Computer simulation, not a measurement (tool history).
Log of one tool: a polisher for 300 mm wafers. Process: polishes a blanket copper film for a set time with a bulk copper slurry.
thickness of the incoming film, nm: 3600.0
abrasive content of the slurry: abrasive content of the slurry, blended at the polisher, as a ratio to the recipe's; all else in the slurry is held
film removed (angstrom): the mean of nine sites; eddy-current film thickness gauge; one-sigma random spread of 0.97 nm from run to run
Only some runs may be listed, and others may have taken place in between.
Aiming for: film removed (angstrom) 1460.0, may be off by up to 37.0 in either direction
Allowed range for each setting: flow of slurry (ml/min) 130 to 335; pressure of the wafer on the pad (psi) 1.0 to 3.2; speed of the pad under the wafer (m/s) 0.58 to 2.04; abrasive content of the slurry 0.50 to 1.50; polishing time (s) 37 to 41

run,hour,flow of slurry (ml/min),pressure of the wafer on the pad (psi),speed of the pad under the wafer (m/s),abrasive content of the slurry,polishing time (s),film removed (angstrom)
1,0.0,215,2.1,1.30,1.00,41,3160.4
2,8.1,215,2.1,1.30,1.00,41,3134.5
3,16.7,210,1.8,1.22,1.00,41,2546.1
4,23.3,250,1.8,1.22,1.00,41,2571.7
5,27.0,250,1.8,1.22,1.00,37,2365.2
6,34.6,285,1.8,1.22,1.00,37,2351.7
7,39.0,285,1.6,1.18,1.00,37,2063.1
8,43.6,285,1.4,1.16,1.00,37,1747.8
9,52.3,245,1.1,1.16,1.00,37,1375.8
10,57.2,255,1.1,1.16,1.00,37,1406.4
11,65.7,260,1.1,1.16,1.00,37,1414.9
12,74.5,265,1.1,1.16,1.00,37,1388.4
13,80.5,270,1.1,1.16,1.00,37,1399.3
14,88.5,275,1.1,1.16,1.00,37,1405.7
15,92.7,280,1.1,1.16,1.00,37,1402.9
16,95.4,280,1.2,1.16,1.00,37,1538.8
# hour 101.1: head pressure recalibrated
17,101.1,270,1.2,1.16,1.00,37,1716.5
18,102.4,240,1.2,1.16,1.00,37,1679.1
19,105.0,255,1.2,1.16,1.00,37,1682.1
20,113.1,250,1.0,1.10,1.00,37,1348.8
21,117.3,240,1.0,1.10,1.00,37,1346.8
22,118.3,230,1.0,1.10,1.00,37,1340.1
23,122.0,225,1.0,1.10,1.00,37,1333.9

Pick the move, out of 5, that brings all results within their allowed miss; only one does.
A,125.7,190,1.1,1.10,1.10,37,?
B,125.7,185,1.4,0.66,1.20,39,?
C,125.7,220,1.3,0.86,1.10,37,?
D,125.7,230,1.0,1.02,1.00,41,?
E,125.7,210,1.0,1.04,1.15,40,?

move,film removed (angstrom)
A,1455.7
B,1195.5
C,1375.2
D,1389.0
E,1392.4
A: hits every target within its allowed miss
B: further off than the last run
C: closes in on the targets versus the last run, not all within tolerance yet
D: closes in on the targets versus the last run, not all within tolerance yet
E: closes in on the targets versus the last run, not all within tolerance yet
Move A is the one to make.

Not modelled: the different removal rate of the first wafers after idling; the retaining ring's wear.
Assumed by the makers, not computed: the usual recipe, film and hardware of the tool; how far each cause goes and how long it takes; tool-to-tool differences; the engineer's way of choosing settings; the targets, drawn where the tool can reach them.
